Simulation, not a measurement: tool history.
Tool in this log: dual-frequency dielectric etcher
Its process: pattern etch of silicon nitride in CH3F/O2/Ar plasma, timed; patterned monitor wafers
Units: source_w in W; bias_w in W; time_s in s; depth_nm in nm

run  hour  source_w  bias_w  time_s  depth_nm
  1   0.0       340      95    78.5    64.062
  2   2.7       350      96    78.5    64.841
  3   8.3       360      97    78.5    64.908
  4   9.8       360      97    78.5    65.226
  5  17.3       370      99    78.5    65.950
  6  23.2       380     101    78.5    66.403
  7  25.9       380     103    78.5    67.688

Run 8, settings as shown, results not yet in. Your forecast:
  8  31.4       380     103    78.5         ?

{"run 8": {"depth_nm": 67.594}}
